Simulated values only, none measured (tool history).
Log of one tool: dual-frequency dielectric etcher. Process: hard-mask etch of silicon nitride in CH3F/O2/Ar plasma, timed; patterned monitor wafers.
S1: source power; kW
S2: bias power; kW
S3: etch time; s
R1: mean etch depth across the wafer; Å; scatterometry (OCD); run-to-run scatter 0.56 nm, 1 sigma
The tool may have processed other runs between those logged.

run 1 hour=0 | S1=0.49 S2=0.087 S3=175 | R1=1513
run 2 hour=2.7 | S1=0.57 S2=0.087 S3=175 | R1=1608.2
run 3 hour=11.7 | S1=0.57 S2=0.077 S3=175 | R1=1545.2
run 4 hour=12.4 | S1=0.59 S2=0.079 S3=175.5 | R1=1574.5
run 5 hour=14.7 | S1=0.6 S2=0.081 S3=176 | R1=1615.5
run 6 hour=20.9 | S1=0.61 S2=0.082 S3=176 | R1=1627.2
run 7 hour=24.9 | S1=0.62 S2=0.083 S3=176 | R1=1638.1

Run 8 has not been measured yet. What should we expect?
run 8 hour=29.2 | S1=0.62 S2=0.083 S3=176 | R1=?

Run 8 yielded R1 1637.9 Å.
